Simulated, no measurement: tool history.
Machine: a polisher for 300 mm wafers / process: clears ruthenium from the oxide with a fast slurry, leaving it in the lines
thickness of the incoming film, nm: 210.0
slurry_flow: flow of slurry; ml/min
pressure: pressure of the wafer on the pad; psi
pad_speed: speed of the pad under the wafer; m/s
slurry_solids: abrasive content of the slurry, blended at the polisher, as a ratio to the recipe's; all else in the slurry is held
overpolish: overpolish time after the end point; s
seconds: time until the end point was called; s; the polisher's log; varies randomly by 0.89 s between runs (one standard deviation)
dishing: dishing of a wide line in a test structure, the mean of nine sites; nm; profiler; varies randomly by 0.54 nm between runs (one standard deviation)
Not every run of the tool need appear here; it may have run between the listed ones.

run 1 hour=0 | slurry_flow=175 pressure=3 pad_speed=0.94 slurry_solids=1 overpolish=15 | seconds=42.42 dishing=38.222
run 2 hour=7.6 | slurry_flow=175 pressure=2.9 pad_speed=0.94 slurry_solids=1 overpolish=15 | seconds=43.413 dishing=37.377
run 3 hour=14.8 | slurry_flow=175 pressure=3.3 pad_speed=0.94 slurry_solids=1 overpolish=15 | seconds=39.354 dishing=41.312
run 4 hour=22.4 | slurry_flow=175 pressure=4 pad_speed=0.94 slurry_solids=1 overpolish=15 | seconds=34.117 dishing=45.03
run 5 hour=28.3 | slurry_flow=175 pressure=3.7 pad_speed=0.92 slurry_solids=1 overpolish=15 | seconds=36.604 dishing=43.082
run 6 hour=34.9 | slurry_flow=175 pressure=3 pad_speed=0.92 slurry_solids=1 overpolish=15 | seconds=43.117 dishing=37.86
run 7 hour=37.8 | slurry_flow=170 pressure=2.2 pad_speed=0.86 slurry_solids=1 overpolish=20 | seconds=59.893 dishing=37.957

Run 8 has not been measured yet. What should we expect?
run 8 hour=40.6 | slurry_flow=170 pressure=2.1 pad_speed=0.86 slurry_solids=1 overpolish=19 | seconds=? dishing=?

{"run 8": {"seconds": 63.588, "dishing": 35.698}}

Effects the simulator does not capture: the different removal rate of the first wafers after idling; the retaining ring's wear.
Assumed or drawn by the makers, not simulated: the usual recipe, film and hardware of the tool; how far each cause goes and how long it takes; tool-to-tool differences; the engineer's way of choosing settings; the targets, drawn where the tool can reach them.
